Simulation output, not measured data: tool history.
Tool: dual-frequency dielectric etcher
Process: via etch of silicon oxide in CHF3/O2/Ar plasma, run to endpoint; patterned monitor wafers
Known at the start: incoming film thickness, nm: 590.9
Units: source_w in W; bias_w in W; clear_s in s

run 1 hour=0 | source_w=550 bias_w=238 | clear_s=270.15
run 2 hour=1.7 | source_w=510 bias_w=238 | clear_s=275.87
run 3 hour=6.8 | source_w=530 bias_w=245 | clear_s=267.53
run 4 hour=8.9 | source_w=550 bias_w=250 | clear_s=266.53
run 5 hour=11 | source_w=610 bias_w=250 | clear_s=255.76
run 6 hour=15.4 | source_w=540 bias_w=250 | clear_s=266.35
run 7 hour=19.4 | source_w=560 bias_w=256 | clear_s=260.6

Run 8 comes next. What will it give?
run 8 hour=21.8 | source_w=580 bias_w=261 | clear_s=?

Run 8 gave clear_s 251.59 s.
